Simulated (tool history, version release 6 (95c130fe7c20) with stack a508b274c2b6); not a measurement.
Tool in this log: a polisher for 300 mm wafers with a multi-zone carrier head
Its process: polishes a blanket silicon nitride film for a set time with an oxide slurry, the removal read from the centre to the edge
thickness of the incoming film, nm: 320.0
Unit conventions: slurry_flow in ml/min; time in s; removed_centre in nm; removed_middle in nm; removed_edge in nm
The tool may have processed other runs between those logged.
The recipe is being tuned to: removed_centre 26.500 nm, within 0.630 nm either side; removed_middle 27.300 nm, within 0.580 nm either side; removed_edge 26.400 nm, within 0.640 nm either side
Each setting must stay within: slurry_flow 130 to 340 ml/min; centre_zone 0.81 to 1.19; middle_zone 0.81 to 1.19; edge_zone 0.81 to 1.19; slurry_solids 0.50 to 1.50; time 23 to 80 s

Run 1, hour 0.0: slurry_flow 220 ml/min, centre_zone 1.00, middle_zone 1.00, edge_zone 1.00, slurry_solids 1.00, time 51 s. Result: removed_centre 44.329 nm, removed_middle 44.661 nm, removed_edge 46.597 nm.
Run 2, hour 8.6: slurry_flow 200 ml/min, centre_zone 1.00, middle_zone 1.00, edge_zone 1.00, slurry_solids 1.00, time 51 s. Result: removed_centre 43.357 nm, removed_middle 44.492 nm, removed_edge 46.046 nm.
Run 3, hour 15.9: slurry_flow 195 ml/min, centre_zone 0.99, middle_zone 0.99, edge_zone 0.95, slurry_solids 0.85, time 47 s. Result: removed_centre 36.939 nm, removed_middle 37.885 nm, removed_edge 38.352 nm.
Run 4, hour 23.8: slurry_flow 195 ml/min, centre_zone 0.99, middle_zone 0.99, edge_zone 0.95, slurry_solids 0.85, time 40 s. Result: removed_centre 31.214 nm, removed_middle 32.033 nm, removed_edge 32.640 nm.
Run 5, hour 26.0: slurry_flow 195 ml/min, centre_zone 0.99, middle_zone 1.06, edge_zone 0.95, slurry_solids 0.85, time 40 s. Result: removed_centre 31.324 nm, removed_middle 33.805 nm, removed_edge 32.402 nm.
Run 6, hour 30.7: slurry_flow 195 ml/min, centre_zone 0.99, middle_zone 1.06, edge_zone 0.95, slurry_solids 0.70, time 40 s. Result: removed_centre 29.064 nm, removed_middle 30.867 nm, removed_edge 29.818 nm.
Run 7, hour 37.2: slurry_flow 185 ml/min, centre_zone 0.99, middle_zone 1.04, edge_zone 0.92, slurry_solids 0.65, time 40 s. Result: removed_centre 27.563 nm, removed_middle 29.237 nm, removed_edge 28.516 nm.
Run 8, hour 38.2: slurry_flow 175 ml/min, centre_zone 1.00, middle_zone 1.03, edge_zone 0.89, slurry_solids 0.65, time 40 s. Result: removed_centre 27.716 nm, removed_middle 28.787 nm, removed_edge 28.027 nm.

Which one of the following 4 next-run settings gets every result inside its allowed miss? There is exactly one.
Run A, hour 39.2: slurry_flow 150 ml/min, centre_zone 1.00, middle_zone 0.91, edge_zone 0.89, slurry_solids 0.70, time 40 s. Result: removed_centre ?, removed_middle ?, removed_edge ?.
Run B, hour 39.2: slurry_flow 150 ml/min, centre_zone 0.87, middle_zone 1.02, edge_zone 0.83, slurry_solids 0.60, time 46 s. Result: removed_centre ?, removed_middle ?, removed_edge ?.
Run C, hour 39.2: slurry_flow 210 ml/min, centre_zone 1.10, middle_zone 1.06, edge_zone 0.87, slurry_solids 0.55, time 39 s. Result: removed_centre ?, removed_middle ?, removed_edge ?.
Run D, hour 39.2: slurry_flow 150 ml/min, centre_zone 1.02, middle_zone 1.06, edge_zone 0.90, slurry_solids 0.50, time 43 s. Result: removed_centre ?, removed_middle ?, removed_edge ?.

move  removed_centre  removed_middle  removed_edge
   A          27.993          26.820        28.286
   B          26.140          31.186        29.402
   C          28.735          27.572        25.472
   D          26.404          27.542        26.221
A: the furthest-off result lands on target, but another misses its tolerance
B: moves away from the targets compared with the last run
C: the furthest-off result lands on target, but another misses its tolerance
D: hits every target within its allowed miss
So the answer is move D, the one that meets all the targets.

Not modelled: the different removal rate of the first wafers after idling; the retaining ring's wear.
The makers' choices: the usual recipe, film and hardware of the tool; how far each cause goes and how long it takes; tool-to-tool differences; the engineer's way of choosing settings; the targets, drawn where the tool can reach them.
